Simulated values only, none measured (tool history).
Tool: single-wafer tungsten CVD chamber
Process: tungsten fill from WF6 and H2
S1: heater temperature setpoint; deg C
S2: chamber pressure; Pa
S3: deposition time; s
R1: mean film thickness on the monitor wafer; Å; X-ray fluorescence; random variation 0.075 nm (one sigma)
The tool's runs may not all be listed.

{"run": 1, "hour": 0.0, "S1": 390, "S2": 5466, "S3": 16.6, "R1": 439.81}
{"run": 2, "hour": 5.4, "S1": 394, "S2": 5466, "S3": 16.6, "R1": 479.21}
{"run": 3, "hour": 12.3, "S1": 387, "S2": 5413, "S3": 16.6, "R1": 409.81}
{"run": 4, "hour": 16.2, "S1": 387, "S2": 6053, "S3": 16.6, "R1": 427.93}
{"run": 5, "hour": 20.6, "S1": 382, "S2": 5999, "S3": 16.6, "R1": 380.61}
{"run": 6, "hour": 25.6, "S1": 379, "S2": 5973, "S3": 16.6, "R1": 355.09}
{"run": 7, "hour": 33.8, "S1": 377, "S2": 5959, "S3": 16.6, "R1": 338.13}

Forecast run 8:
{"run": 8, "hour": 41.7, "S1": 377, "S2": 5959, "S3": 16.6, "R1": "?"}

{"run 8": {"R1": 338.81}}
